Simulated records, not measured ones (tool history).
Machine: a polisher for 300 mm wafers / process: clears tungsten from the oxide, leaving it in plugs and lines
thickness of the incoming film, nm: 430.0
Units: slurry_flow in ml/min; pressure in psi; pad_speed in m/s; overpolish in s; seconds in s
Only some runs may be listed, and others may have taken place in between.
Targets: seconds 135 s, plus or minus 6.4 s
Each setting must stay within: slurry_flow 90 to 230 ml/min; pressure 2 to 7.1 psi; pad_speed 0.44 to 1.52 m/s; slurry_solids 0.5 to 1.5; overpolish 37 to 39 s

{"run": 1, "hour": 0.0, "slurry_flow": 150, "pressure": 4.5, "pad_speed": 0.98, "slurry_solids": 1, "overpolish": 37, "seconds": 96.216}
{"run": 2, "hour": 8.2, "slurry_flow": 135, "pressure": 4.5, "pad_speed": 0.98, "slurry_solids": 1, "overpolish": 37, "seconds": 97.132}
{"run": 3, "hour": 12.6, "slurry_flow": 155, "pressure": 4.5, "pad_speed": 0.98, "slurry_solids": 1, "overpolish": 37, "seconds": 94.858}
{"run": 4, "hour": 14.2, "slurry_flow": 190, "pressure": 4.5, "pad_speed": 0.98, "slurry_solids": 1, "overpolish": 37, "seconds": 92.96}
{"run": 5, "hour": 15.7, "slurry_flow": 190, "pressure": 4.3, "pad_speed": 0.98, "slurry_solids": 1, "overpolish": 37, "seconds": 95.307}
{"run": 6, "hour": 21.9, "slurry_flow": 190, "pressure": 4.1, "pad_speed": 0.98, "slurry_solids": 1, "overpolish": 37, "seconds": 98.653}
{"run": 7, "hour": 22.9, "slurry_flow": 190, "pressure": 3.9, "pad_speed": 0.98, "slurry_solids": 1, "overpolish": 37, "seconds": 99.507}
{"run": 8, "hour": 26.5, "slurry_flow": 190, "pressure": 3.7, "pad_speed": 0.98, "slurry_solids": 1, "overpolish": 37, "seconds": 106.06}
{"run": 9, "hour": 31.2, "slurry_flow": 190, "pressure": 3.6, "pad_speed": 0.98, "slurry_solids": 1, "overpolish": 37, "seconds": 103.62}
{"run": 10, "hour": 35.7, "slurry_flow": 190, "pressure": 3.4, "pad_speed": 0.98, "slurry_solids": 1, "overpolish": 37, "seconds": 107.2}

Which single option among these 4 for the next run brings every result within its allowed miss of target? Just one does.
{"run": "A", "hour": 40.2, "slurry_flow": 180, "pressure": 3.2, "pad_speed": 0.72, "slurry_solids": 0.95, "overpolish": 39, "seconds": "?"}
{"run": "B", "hour": 40.2, "slurry_flow": 190, "pressure": 3.2, "pad_speed": 0.94, "slurry_solids": 1, "overpolish": 37, "seconds": "?"}
{"run": "C", "hour": 40.2, "slurry_flow": 220, "pressure": 2, "pad_speed": 0.96, "slurry_solids": 1.25, "overpolish": 39, "seconds": "?"}
{"run": "D", "hour": 40.2, "slurry_flow": 195, "pressure": 3.4, "pad_speed": 0.86, "slurry_solids": 1.05, "overpolish": 38, "seconds": "?"}

move=A seconds=157.06
move=B seconds=119.4
move=C seconds=136.55
move=D seconds=124.51
A: carries the result that was furthest off beyond its target, to the other side
B: closes in on the targets versus the last run, not all within tolerance yet
C: hits every target within its allowed miss
D: closes in on the targets versus the last run, not all within tolerance yet
Answer: C

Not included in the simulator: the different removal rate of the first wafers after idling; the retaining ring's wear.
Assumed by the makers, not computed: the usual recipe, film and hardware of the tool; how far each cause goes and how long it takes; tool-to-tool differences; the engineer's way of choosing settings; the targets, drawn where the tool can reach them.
